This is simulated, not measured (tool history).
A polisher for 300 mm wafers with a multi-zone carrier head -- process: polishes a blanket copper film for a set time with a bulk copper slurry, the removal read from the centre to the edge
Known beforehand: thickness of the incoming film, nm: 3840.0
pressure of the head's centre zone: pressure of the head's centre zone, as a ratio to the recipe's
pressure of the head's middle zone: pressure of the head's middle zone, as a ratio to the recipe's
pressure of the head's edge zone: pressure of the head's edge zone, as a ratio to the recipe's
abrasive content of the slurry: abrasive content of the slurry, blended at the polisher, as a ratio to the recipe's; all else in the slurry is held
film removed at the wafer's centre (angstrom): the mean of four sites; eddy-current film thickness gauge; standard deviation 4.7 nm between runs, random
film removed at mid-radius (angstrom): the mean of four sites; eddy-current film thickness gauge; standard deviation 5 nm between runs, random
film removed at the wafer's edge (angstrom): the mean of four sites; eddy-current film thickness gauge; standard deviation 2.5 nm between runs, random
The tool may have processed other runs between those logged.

run	hour	flow of slurry (ml/min)	pressure of the head's centre zone	pressure of the head's middle zone	pressure of the head's edge zone	abrasive content of the slurry	polishing time (s)	film removed at the wafer's centre (angstrom)	film removed at mid-radius (angstrom)	film removed at the wafer's edge (angstrom)
1	0.0	305	1.00	1.00	1.00	1.00	60	3076.3	3163.8	3131.5
2	4.9	305	1.00	0.93	1.00	1.00	60	3019.9	2997.6	3131.6
3	13.9	315	0.98	1.00	0.99	1.05	60	2975.6	3167.0	3150.1
4	18.3	315	0.98	1.00	1.03	1.05	60	3071.6	3166.6	3222.6
5	23.9	315	0.98	1.00	1.03	1.15	60	2991.6	3148.9	3226.3
6	25.5	315	0.98	1.00	1.03	1.00	60	2973.7	3160.1	3170.0
7	30.8	350	1.01	1.10	1.02	1.05	63	3312.5	3687.7	3372.9

What will run 8 give?
8	35.3	350	1.00	1.12	1.01	1.05	63	?	?	?

Run 8 gave film removed at the wafer's centre (angstrom) 3223.2, film removed at mid-radius (angstrom) 3731.9, film removed at the wafer's edge (angstrom) 3342.9.

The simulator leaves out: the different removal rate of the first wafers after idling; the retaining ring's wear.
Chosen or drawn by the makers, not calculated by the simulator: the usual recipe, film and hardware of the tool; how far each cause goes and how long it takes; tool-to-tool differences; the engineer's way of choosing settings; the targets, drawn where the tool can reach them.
